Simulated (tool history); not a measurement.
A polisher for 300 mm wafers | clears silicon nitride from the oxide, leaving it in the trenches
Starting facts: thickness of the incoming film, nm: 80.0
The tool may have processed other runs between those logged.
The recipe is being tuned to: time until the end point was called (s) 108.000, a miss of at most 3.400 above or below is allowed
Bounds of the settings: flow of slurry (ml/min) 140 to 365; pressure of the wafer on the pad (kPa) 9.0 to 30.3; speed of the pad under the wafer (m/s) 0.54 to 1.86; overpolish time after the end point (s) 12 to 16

run	hour	flow of slurry (ml/min)	pressure of the wafer on the pad (kPa)	speed of the pad under the wafer (m/s)	overpolish time after the end point (s)	time until the end point was called (s)
1	0.0	235	19.3	1.18	16	77.948
2	5.8	235	17.2	1.18	16	86.647
3	9.1	235	15.9	1.18	16	89.672
4	13.8	235	15.9	1.30	16	84.589
5	22.1	235	14.5	1.30	16	89.841
6	24.7	235	13.1	1.30	16	95.948
7	30.4	235	12.4	1.30	16	99.282
8	38.9	235	11.7	1.30	16	102.240
9	40.1	230	10.3	1.30	16	111.410
10	43.8	235	10.3	1.30	16	111.140

4 candidate next runs follow, results not yet known. Just one meets every target within its allowed miss. Identify it.
A	47.5	230	11.0	1.30	16	?
B	47.5	225	9.0	1.40	12	?
C	47.5	225	11.7	1.08	16	?
D	47.5	190	9.7	1.30	16	?

move	time until the end point was called (s)
A	106.820
B	113.990
C	120.190
D	117.590
A: hits every target within its allowed miss
B: its largest miss is bigger than the last run's
C: its largest miss is bigger than the last run's
D: its largest miss is bigger than the last run's
So the answer is move A, the one that meets all the targets.
